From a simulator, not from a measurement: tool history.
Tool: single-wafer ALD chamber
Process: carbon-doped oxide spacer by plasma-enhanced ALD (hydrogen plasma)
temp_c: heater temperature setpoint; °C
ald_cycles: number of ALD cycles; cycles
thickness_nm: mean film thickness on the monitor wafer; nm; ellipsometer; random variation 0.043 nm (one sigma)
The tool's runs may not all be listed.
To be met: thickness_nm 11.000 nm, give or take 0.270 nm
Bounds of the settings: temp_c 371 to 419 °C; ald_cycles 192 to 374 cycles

{"run": 1, "hour": 0.0, "temp_c": 395, "ald_cycles": 283, "thickness_nm": 12.697}
{"run": 2, "hour": 0.5, "temp_c": 395, "ald_cycles": 272, "thickness_nm": 12.196}
{"run": 3, "hour": 9.4, "temp_c": 395, "ald_cycles": 257, "thickness_nm": 11.489}
{"run": 4, "hour": 13.8, "temp_c": 395, "ald_cycles": 254, "thickness_nm": 11.377}
{"run": 5, "hour": 21.3, "temp_c": 395, "ald_cycles": 252, "thickness_nm": 11.29}
{"run": 6, "hour": 23.1, "temp_c": 395, "ald_cycles": 282, "thickness_nm": 12.687}
{"run": 7, "hour": 30.7, "temp_c": 395, "ald_cycles": 272, "thickness_nm": 12.108}
{"run": 8, "hour": 34.1, "temp_c": 395, "ald_cycles": 265, "thickness_nm": 11.868}
{"run": 9, "hour": 37.1, "temp_c": 395, "ald_cycles": 260, "thickness_nm": 11.702}
{"run": 10, "hour": 41.3, "temp_c": 395, "ald_cycles": 255, "thickness_nm": 11.482}
{"run": 11, "hour": 46.6, "temp_c": 395, "ald_cycles": 252, "thickness_nm": 11.411}

4 next moves are on the table. One of them brings every result within its allowed miss. Which?
{"run": "A", "hour": 51.9, "temp_c": 375, "ald_cycles": 271, "thickness_nm": "?"}
{"run": "B", "hour": 51.9, "temp_c": 395, "ald_cycles": 256, "thickness_nm": "?"}
{"run": "C", "hour": 51.9, "temp_c": 395, "ald_cycles": 268, "thickness_nm": "?"}
{"run": "D", "hour": 51.9, "temp_c": 397, "ald_cycles": 244, "thickness_nm": "?"}

move=A thickness_nm=12.169
move=B thickness_nm=11.495
move=C thickness_nm=12.034
move=D thickness_nm=10.956
A: moves away from the targets compared with the last run
B: moves away from the targets compared with the last run
C: moves away from the targets compared with the last run
D: every result lands within tolerance
Answer: D
